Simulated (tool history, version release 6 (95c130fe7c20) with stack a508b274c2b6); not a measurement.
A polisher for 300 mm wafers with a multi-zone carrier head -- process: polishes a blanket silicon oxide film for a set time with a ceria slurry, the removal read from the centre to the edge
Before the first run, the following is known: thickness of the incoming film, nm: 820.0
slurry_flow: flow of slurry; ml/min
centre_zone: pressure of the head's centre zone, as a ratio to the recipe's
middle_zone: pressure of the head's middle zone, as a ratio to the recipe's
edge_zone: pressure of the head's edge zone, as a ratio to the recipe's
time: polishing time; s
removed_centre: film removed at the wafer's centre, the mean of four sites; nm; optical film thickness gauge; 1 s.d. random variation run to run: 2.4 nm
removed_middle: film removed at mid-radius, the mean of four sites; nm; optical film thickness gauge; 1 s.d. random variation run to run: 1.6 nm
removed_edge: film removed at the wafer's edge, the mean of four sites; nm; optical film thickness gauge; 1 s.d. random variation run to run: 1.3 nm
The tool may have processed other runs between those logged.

| run | day | slurry_flow | centre_zone | middle_zone | edge_zone | time | removed_centre | removed_middle | removed_edge |
|---|---|---|---|---|---|---|---|---|---|
| 1 | 0.000 | 245 | 1.00 | 1.00 | 1.00 | 73 | 240.09 | 243.04 | 240.13 |
| 2 | 0.325 | 240 | 0.98 | 0.99 | 0.98 | 73 | 235.18 | 237.31 | 236.02 |
| 3 | 0.504 | 240 | 0.98 | 1.07 | 0.98 | 73 | 235.45 | 252.06 | 236.52 |
| 4 | 0.642 | 240 | 0.94 | 1.07 | 0.98 | 73 | 223.19 | 252.16 | 235.69 |
| 5 | 0.821 | 230 | 0.93 | 1.05 | 0.96 | 73 | 221.30 | 249.94 | 234.92 |
| 6 | 0.846 | 225 | 0.93 | 1.03 | 0.95 | 72 | 220.21 | 238.16 | 230.41 |
| 7 | 1.046 | 220 | 0.92 | 1.02 | 0.94 | 71 | 212.60 | 233.33 | 224.63 |
| 8 | 1.383 | 215 | 0.92 | 1.01 | 0.93 | 71 | 208.49 | 232.40 | 224.88 |

Run 9 has not been measured yet. What should we expect?
| 9 | 1.500 | 215 | 0.92 | 1.00 | 0.92 | 71 | ? | ? | ? |

removed_centre: 211.23 nm
removed_middle: 234.17 nm
removed_edge: 220.59 nm
